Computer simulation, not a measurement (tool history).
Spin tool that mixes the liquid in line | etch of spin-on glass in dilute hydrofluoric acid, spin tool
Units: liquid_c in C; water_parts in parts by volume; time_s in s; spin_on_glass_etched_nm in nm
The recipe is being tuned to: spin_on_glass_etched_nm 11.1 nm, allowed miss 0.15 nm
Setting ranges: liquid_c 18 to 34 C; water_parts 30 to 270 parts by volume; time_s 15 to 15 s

Run 1, hour 0: liquid_c 26 C, water_parts 150 parts by volume, time_s 15 s. Result: spin_on_glass_etched_nm 4.2776 nm.
Run 2, hour 4.7: liquid_c 28 C, water_parts 150 parts by volume, time_s 15 s. Result: spin_on_glass_etched_nm 4.6035 nm.
Run 3, hour 6.2: liquid_c 29 C, water_parts 140 parts by volume, time_s 15 s. Result: spin_on_glass_etched_nm 5.1621 nm.
Run 4, hour 7.1: liquid_c 29.5 C, water_parts 130 parts by volume, time_s 15 s. Result: spin_on_glass_etched_nm 5.7813 nm.
Run 5, hour 7.8: liquid_c 29.5 C, water_parts 130 parts by volume, time_s 15 s. Result: spin_on_glass_etched_nm 5.7466 nm.
Run 6, hour 13.8: liquid_c 30 C, water_parts 120 parts by volume, time_s 15 s. Result: spin_on_glass_etched_nm 6.4593 nm.
Run 7, hour 17.9: liquid_c 30.5 C, water_parts 115 parts by volume, time_s 15 s. Result: spin_on_glass_etched_nm 6.9293 nm.
Run 8, hour 23.9: liquid_c 30.5 C, water_parts 115 parts by volume, time_s 15 s. Result: spin_on_glass_etched_nm 6.9014 nm.
Run 9, hour 26.3: liquid_c 31 C, water_parts 110 parts by volume, time_s 15 s. Result: spin_on_glass_etched_nm 7.4052 nm.
Run 10, hour 34.3: liquid_c 31.5 C, water_parts 105 parts by volume, time_s 15 s. Result: spin_on_glass_etched_nm 7.9578 nm.
Run 11, hour 39.5: liquid_c 32 C, water_parts 100 parts by volume, time_s 15 s. Result: spin_on_glass_etched_nm 8.5177 nm.
Run 12, hour 47.3: liquid_c 32.5 C, water_parts 95 parts by volume, time_s 15 s. Result: spin_on_glass_etched_nm 9.2905 nm.

Which single option among these 5 for the next run brings every result within its allowed miss of target? Just one does.
Run A, hour 55.1: liquid_c 29.5 C, water_parts 75 parts by volume, time_s 15 s. Result: spin_on_glass_etched_nm ?.
Run B, hour 55.1: liquid_c 33 C, water_parts 85 parts by volume, time_s 15 s. Result: spin_on_glass_etched_nm ?.
Run C, hour 55.1: liquid_c 34 C, water_parts 85 parts by volume, time_s 15 s. Result: spin_on_glass_etched_nm ?.
Run D, hour 55.1: liquid_c 31 C, water_parts 100 parts by volume, time_s 15 s. Result: spin_on_glass_etched_nm ?.
Run E, hour 55.1: liquid_c 31 C, water_parts 75 parts by volume, time_s 15 s. Result: spin_on_glass_etched_nm ?.

move  spin_on_glass_etched_nm
   A                     10.8
   B                   10.713
   C                   11.115
   D                   8.2674
   E                   11.438
A: moves toward the targets from the last run without getting all of them in spec
B: moves toward the targets from the last run without getting all of them in spec
C: all results land within tolerance of their targets
D: lands further from the targets than the last run did
E: moves the result that the last run missed by most past its target, out the other side
So the answer is move C, the one that meets all the targets.

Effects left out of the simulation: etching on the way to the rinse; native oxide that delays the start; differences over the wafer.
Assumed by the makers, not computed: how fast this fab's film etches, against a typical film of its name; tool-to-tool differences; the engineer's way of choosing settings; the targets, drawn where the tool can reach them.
